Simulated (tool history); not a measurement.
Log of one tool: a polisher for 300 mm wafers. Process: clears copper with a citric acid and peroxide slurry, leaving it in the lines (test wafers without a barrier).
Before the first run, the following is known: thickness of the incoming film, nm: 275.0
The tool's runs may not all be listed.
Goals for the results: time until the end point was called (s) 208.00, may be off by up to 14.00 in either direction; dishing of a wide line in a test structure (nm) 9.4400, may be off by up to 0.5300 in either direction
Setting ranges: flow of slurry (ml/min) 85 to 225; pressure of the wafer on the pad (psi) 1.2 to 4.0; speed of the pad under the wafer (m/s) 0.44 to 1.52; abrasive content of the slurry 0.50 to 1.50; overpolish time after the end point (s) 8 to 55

run  hour  flow of slurry (ml/min)  pressure of the wafer on the pad (psi)  speed of the pad under the wafer (m/s)  abrasive content of the slurry  overpolish time after the end point (s)  time until the end point was called (s)  dishing of a wide line in a test structure (nm)
  1   0.0                      145                                     2.6                                    0.98                            1.00                                       28                                   157.20                                          39.2280
  2   1.9                      155                                     2.6                                    0.98                            1.00                                       28                                   155.68                                          39.8350
  3  10.1                      175                                     2.6                                    0.98                            1.00                                       28                                   156.71                                          38.8160
  4  13.6                      175                                     2.6                                    0.98                            1.00                                       17                                   156.74                                          25.6200
  5  15.4                      175                                     2.6                                    0.98                            1.15                                       17                                   151.91                                          25.7550
  6  17.3                      190                                     2.2                                    0.96                            1.25                                       14                                   168.81                                          19.1920
  7  25.1                      200                                     1.9                                    0.94                            1.35                                       12                                   195.45                                          14.7040
  8  27.6                      210                                     1.7                                    0.98                            1.40                                       11                                   196.38                                          13.4500
  9  34.4                      215                                     1.5                                    1.00                            1.45                                       10                                   212.77                                          11.0410

Consider the 4 candidate settings below. Which is the only one whose results all fall within their allowed miss of target?
  A  41.2                      195                                     1.4                                    1.36                            1.40                                        8                                        ?                                                ?
  B  41.2                      225                                     1.5                                    1.22                            1.50                                        8                                        ?                                                ?
  C  41.2                      225                                     1.2                                    1.30                            1.50                                        8                                        ?                                                ?
  D  41.2                      220                                     1.7                                    1.16                            1.50                                        8                                        ?                                                ?

move  time until the end point was called (s)  dishing of a wide line in a test structure (nm)
   A                                   183.24                                          10.9150
   B                                   184.38                                          10.8620
   C                                   207.46                                           9.6649
   D                                   174.54                                          11.4710
A: moves toward the targets from the last run without getting all of them in spec
B: moves toward the targets from the last run without getting all of them in spec
C: all results land within tolerance of their targets
D: further off than the last run
Answer: C
